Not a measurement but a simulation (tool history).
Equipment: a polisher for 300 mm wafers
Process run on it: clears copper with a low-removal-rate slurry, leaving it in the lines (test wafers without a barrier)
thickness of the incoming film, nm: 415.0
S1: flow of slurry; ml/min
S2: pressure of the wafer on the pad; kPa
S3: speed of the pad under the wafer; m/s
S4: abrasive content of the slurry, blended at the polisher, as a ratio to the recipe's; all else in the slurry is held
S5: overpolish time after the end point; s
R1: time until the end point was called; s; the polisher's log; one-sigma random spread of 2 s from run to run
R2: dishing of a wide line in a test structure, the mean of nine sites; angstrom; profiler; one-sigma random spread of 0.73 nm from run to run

Run 1, hour 0: S1 180 ml/min, S2 24.8 kPa, S3 0.92 m/s, S4 1, S5 27 s. Result: R1 159.92 s, R2 485.92 angstrom.
Run 2, hour 2.3: S1 180 ml/min, S2 29 kPa, S3 0.92 m/s, S4 1, S5 27 s. Result: R1 142.14 s, R2 529.47 angstrom.
Run 3, hour 9.8: S1 180 ml/min, S2 24.1 kPa, S3 0.92 m/s, S4 1, S5 27 s. Result: R1 167.84 s, R2 458.45 angstrom.
Run 4, hour 14.5: S1 180 ml/min, S2 25.5 kPa, S3 0.94 m/s, S4 1, S5 23 s. Result: R1 154.96 s, R2 426.77 angstrom.
Run 5, hour 19.9: S1 180 ml/min, S2 26.9 kPa, S3 0.94 m/s, S4 1, S5 20 s. Result: R1 149.12 s, R2 379.17 angstrom.
Run 6, hour 27.2: S1 180 ml/min, S2 28.3 kPa, S3 0.94 m/s, S4 1, S5 18 s. Result: R1 137.78 s, R2 362.72 angstrom.
Run 7, hour 33.6: S1 180 ml/min, S2 29 kPa, S3 0.94 m/s, S4 1, S5 17 s. Result: R1 139.07 s, R2 358.6 angstrom.
Run 8, hour 35.7: S1 180 ml/min, S2 30.3 kPa, S3 0.94 m/s, S4 1, S5 16 s. Result: R1 133.43 s, R2 356.85 angstrom.
Run 9, hour 41.6: S1 180 ml/min, S2 31 kPa, S3 0.94 m/s, S4 1, S5 15 s. Result: R1 126 s, R2 327.88 angstrom.
Run 10, hour 42.9: S1 180 ml/min, S2 31.7 kPa, S3 0.94 m/s, S4 1, S5 15 s. Result: R1 130.08 s, R2 354.53 angstrom.

Run 11 has not been measured yet. What should we expect?
Run 11, hour 43.7: S1 180 ml/min, S2 32.4 kPa, S3 0.94 m/s, S4 1, S5 14 s. Result: R1 ?, R2 ?.

Run 11 yielded R1 130.13 s, R2 313.45 angstrom.

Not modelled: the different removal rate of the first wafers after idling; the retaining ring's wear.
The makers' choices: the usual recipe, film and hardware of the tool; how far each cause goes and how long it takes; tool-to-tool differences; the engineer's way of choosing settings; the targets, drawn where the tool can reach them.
